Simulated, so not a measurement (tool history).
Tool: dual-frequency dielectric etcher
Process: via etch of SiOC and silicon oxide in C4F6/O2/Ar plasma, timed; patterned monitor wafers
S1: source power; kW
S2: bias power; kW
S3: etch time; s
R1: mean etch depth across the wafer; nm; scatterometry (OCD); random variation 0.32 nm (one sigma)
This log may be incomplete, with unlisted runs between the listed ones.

run	hour	S1	S2	S3	R1
1	0	0.38	0.121	111	116.47
2	2.6	0.36	0.118	111	111.83
3	6.7	0.34	0.118	111	107.54
4	10.3	0.34	0.11	111	105.94
5	11.4	0.34	0.11	116	110.04
6	17.3	0.33	0.11	116	108.66

Forecast run 7:
# hour 23.3: source power generator calibrated
7	23.3	0.32	0.11	116	?

R1: 104.41 nm

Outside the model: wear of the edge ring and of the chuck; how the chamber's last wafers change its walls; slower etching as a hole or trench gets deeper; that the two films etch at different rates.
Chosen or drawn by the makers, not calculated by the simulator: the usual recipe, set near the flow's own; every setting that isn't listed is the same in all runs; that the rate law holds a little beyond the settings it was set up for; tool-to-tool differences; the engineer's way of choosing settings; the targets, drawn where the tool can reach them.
